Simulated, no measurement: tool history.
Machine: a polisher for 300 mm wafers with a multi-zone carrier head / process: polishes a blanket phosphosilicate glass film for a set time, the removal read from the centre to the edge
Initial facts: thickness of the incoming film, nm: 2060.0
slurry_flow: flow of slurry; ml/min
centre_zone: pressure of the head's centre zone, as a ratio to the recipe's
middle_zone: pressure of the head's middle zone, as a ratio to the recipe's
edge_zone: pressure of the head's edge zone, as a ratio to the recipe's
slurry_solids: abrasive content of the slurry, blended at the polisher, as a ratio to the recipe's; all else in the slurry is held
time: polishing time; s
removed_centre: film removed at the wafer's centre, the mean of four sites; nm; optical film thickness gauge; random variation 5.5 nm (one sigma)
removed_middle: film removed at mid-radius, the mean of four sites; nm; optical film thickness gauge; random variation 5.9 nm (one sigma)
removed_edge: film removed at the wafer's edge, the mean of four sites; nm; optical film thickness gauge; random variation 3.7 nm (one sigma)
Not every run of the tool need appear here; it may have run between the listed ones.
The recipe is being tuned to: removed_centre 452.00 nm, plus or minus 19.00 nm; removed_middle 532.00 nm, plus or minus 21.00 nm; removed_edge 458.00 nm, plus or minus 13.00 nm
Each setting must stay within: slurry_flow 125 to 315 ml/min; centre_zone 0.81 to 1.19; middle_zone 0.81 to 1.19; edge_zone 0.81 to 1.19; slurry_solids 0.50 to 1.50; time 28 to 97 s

run,hour,slurry_flow,centre_zone,middle_zone,edge_zone,slurry_solids,time,removed_centre,removed_middle,removed_edge
1,0.0,205,1.00,1.00,1.00,1.00,62,613.68,640.50,623.16
2,5.0,205,0.96,1.00,1.00,1.00,62,590.09,637.23,616.82
3,8.3,205,0.95,1.00,0.98,0.95,62,566.89,619.19,602.86
4,16.2,205,0.88,1.00,0.98,0.95,62,535.06,608.68,599.27
5,18.6,205,0.88,1.00,0.98,1.15,62,571.86,680.52,651.28
6,22.5,205,0.88,1.01,0.96,1.10,62,571.38,647.57,633.93
7,27.9,215,0.89,1.03,0.97,1.05,61,540.47,637.12,621.06
8,35.7,205,0.90,1.05,0.95,1.00,60,538.56,633.76,586.24
9,41.3,205,0.90,1.05,0.95,1.00,60,535.37,628.45,586.07
10,49.1,200,0.90,1.06,0.94,0.95,60,515.11,615.83,567.32
11,55.5,195,0.90,1.06,0.93,0.90,60,490.60,606.27,546.81
12,58.0,190,0.91,1.05,0.92,0.90,60,511.23,584.52,543.21
13,65.6,185,0.91,1.06,0.91,0.90,60,511.27,603.79,540.79
14,72.1,180,0.91,1.06,0.90,0.90,60,505.74,593.24,538.80
15,79.2,180,0.91,1.06,0.89,0.85,60,492.95,580.23,513.37
16,83.3,180,0.91,1.06,0.88,0.85,60,479.04,584.98,515.71
17,84.7,175,0.92,1.06,0.87,0.85,60,496.66,577.81,515.09
18,86.2,175,0.92,1.06,0.86,0.85,60,494.66,573.46,506.58
19,90.4,175,0.92,1.06,0.85,0.85,60,493.65,571.49,516.20
20,98.5,170,0.92,1.06,0.85,0.85,60,478.39,568.73,508.28

4 candidate next runs follow, results not yet known. Just one meets every target within its allowed miss. Identify it.
A,106.6,150,1.01,1.19,0.85,0.90,57,?,?,?
B,106.6,155,0.87,0.99,0.87,0.75,64,?,?,?
C,106.6,185,0.92,1.07,0.81,0.85,55,?,?,?
D,106.6,150,0.83,1.18,0.82,1.15,50,?,?,?

move,removed_centre,removed_middle,removed_edge
A,513.85,588.59,476.57
B,457.97,537.19,499.03
C,460.26,535.34,452.37
D,411.38,571.51,457.80
A: nearer the targets than the last run, but a result is still out of spec
B: nearer the targets than the last run, but a result is still out of spec
C: every result lands within tolerance
D: gets the furthest-off result to its target, but another result is out of tolerance
C meets every target.
